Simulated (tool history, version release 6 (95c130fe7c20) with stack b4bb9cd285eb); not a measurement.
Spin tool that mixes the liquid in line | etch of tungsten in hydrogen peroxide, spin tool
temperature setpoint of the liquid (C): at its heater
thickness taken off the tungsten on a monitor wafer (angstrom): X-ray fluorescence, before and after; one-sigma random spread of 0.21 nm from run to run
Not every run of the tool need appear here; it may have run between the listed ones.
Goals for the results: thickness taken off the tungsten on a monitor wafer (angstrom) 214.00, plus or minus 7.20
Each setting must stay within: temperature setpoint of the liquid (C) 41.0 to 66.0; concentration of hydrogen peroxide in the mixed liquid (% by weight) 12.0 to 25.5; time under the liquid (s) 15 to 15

| run | hour | temperature setpoint of the liquid (C) | concentration of hydrogen peroxide in the mixed liquid (% by weight) | time under the liquid (s) | thickness taken off the tungsten on a monitor wafer (angstrom) |
|---|---|---|---|---|---|
| 1 | 0.0 | 57.0 | 17.5 | 15 | 181.08 |
| 2 | 7.1 | 54.5 | 17.5 | 15 | 155.38 |
| 3 | 10.4 | 54.5 | 14.0 | 15 | 141.10 |
| 4 | 19.3 | 56.0 | 14.0 | 15 | 155.57 |
| 5 | 27.9 | 57.0 | 14.0 | 15 | 162.02 |
| 6 | 35.4 | 58.0 | 14.0 | 15 | 173.38 |
| 7 | 39.6 | 59.0 | 14.0 | 15 | 182.99 |
| 8 | 46.9 | 59.5 | 14.0 | 15 | 188.18 |
| 9 | 55.0 | 60.0 | 14.0 | 15 | 193.10 |
| 10 | 55.5 | 60.5 | 14.0 | 15 | 198.41 |
| 11 | 63.8 | 61.0 | 14.0 | 15 | 204.31 |

4 next moves are on the table. One of them brings every result within its allowed miss. Which?
| A | 72.1 | 63.0 | 12.0 | 15 | ? |
| B | 72.1 | 61.5 | 12.0 | 15 | ? |
| C | 72.1 | 64.0 | 12.5 | 15 | ? |
| D | 72.1 | 60.5 | 13.5 | 15 | ? |

| move | thickness taken off the tungsten on a monitor wafer (angstrom) |
|---|---|
| A | 214.06 |
| B | 196.60 |
| C | 231.13 |
| D | 196.94 |
A: every result within its allowed miss
B: further off than the last run
C: takes the biggest miss from the last run beyond its target
D: further off than the last run
A meets every target.
